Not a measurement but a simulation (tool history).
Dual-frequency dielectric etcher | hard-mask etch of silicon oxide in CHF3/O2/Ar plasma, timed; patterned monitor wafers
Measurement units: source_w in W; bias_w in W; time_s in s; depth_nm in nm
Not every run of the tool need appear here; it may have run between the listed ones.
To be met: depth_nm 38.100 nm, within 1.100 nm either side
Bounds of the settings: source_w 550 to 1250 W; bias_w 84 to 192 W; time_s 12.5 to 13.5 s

run	hour	source_w	bias_w	time_s	depth_nm
1	0.0	900	138	13.5	31.622
2	2.2	900	138	12.5	29.174
3	5.2	940	145	12.5	30.548
4	8.3	1070	145	12.5	32.416
5	13.9	1070	168	12.5	34.042
6	20.6	980	168	12.5	32.681
7	29.4	1010	171	12.5	33.439
8	35.0	1040	174	12.5	34.060

Exactly one of the 4 candidate moves below puts every result within its allowed miss. Which one?
A	40.6	1080	158	12.5	?
B	40.6	1120	174	13.5	?
C	40.6	1030	166	13.5	?
D	40.6	1020	192	13.0	?

move	depth_nm
A	33.407
B	37.959
C	35.894
D	36.233
A: misses by more than the last run did
B: in spec on every target
C: an improvement on the last run, though not all results are within tolerance
D: an improvement on the last run, though not all results are within tolerance
So the answer is move B, the one that meets all the targets.

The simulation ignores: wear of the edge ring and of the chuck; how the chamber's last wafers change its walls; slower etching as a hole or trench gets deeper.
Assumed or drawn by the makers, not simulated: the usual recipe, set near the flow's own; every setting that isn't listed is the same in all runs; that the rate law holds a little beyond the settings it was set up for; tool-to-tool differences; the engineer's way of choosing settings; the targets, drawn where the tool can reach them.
